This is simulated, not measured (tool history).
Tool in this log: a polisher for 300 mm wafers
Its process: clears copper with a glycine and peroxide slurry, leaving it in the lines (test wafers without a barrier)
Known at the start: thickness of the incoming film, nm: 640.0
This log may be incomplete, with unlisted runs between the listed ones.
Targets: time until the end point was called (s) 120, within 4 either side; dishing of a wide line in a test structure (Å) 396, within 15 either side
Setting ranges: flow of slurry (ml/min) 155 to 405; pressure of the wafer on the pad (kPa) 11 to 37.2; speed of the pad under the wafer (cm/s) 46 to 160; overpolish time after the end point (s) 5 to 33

run  hour  flow of slurry (ml/min)  pressure of the wafer on the pad (kPa)  speed of the pad under the wafer (cm/s)  overpolish time after the end point (s)  time until the end point was called (s)  dishing of a wide line in a test structure (Å)
  1     0                      260                                    24.1                                      102                                       17                                   99.345                                          685.43
  2   1.8                      220                                    24.1                                      102                                       17                                   100.64                                           657.3
  3   4.1                      220                                      29                                      102                                       17                                    86.41                                          738.94
  4    13                      225                                    27.6                                      102                                       16                                   89.868                                          693.72
  5  17.5                      225                                    26.2                                      102                                       15                                   95.015                                          642.25
  6  24.5                      225                                    20.7                                      102                                       15                                   116.44                                          544.28
  7  25.7                      225                                    20.7                                      102                                       14                                   113.55                                          513.79
  8  29.3                      235                                    17.9                                      104                                        9                                   122.85                                          325.61
  9  34.6                      230                                    18.6                                      102                                       10                                   123.58                                          359.97

5 next moves are on the table. One of them brings every result within its allowed miss. Which?
  A  39.9                      245                                    15.9                                      112                                        9                                        ?                                               ?
  B  39.9                      205                                    21.4                                       96                                       12                                        ?                                               ?
  C  39.9                      260                                      20                                       96                                       11                                        ?                                               ?
  D  39.9                      285                                    14.5                                      114                                       11                                        ?                                               ?
  E  39.9                      275                                      20                                      108                                        9                                        ?                                               ?

move  time until the end point was called (s)  dishing of a wide line in a test structure (Å)
   A                                   127.58                                          317.15
   B                                   119.47                                          435.31
   C                                   121.69                                          397.14
   D                                   131.78                                          365.71
   E                                   109.61                                          364.82
A: misses by more than the last run did
B: takes the result that was furthest off past its target
C: every result within its allowed miss
D: misses by more than the last run did
E: misses by more than the last run did
So the answer is move C, the one that meets all the targets.

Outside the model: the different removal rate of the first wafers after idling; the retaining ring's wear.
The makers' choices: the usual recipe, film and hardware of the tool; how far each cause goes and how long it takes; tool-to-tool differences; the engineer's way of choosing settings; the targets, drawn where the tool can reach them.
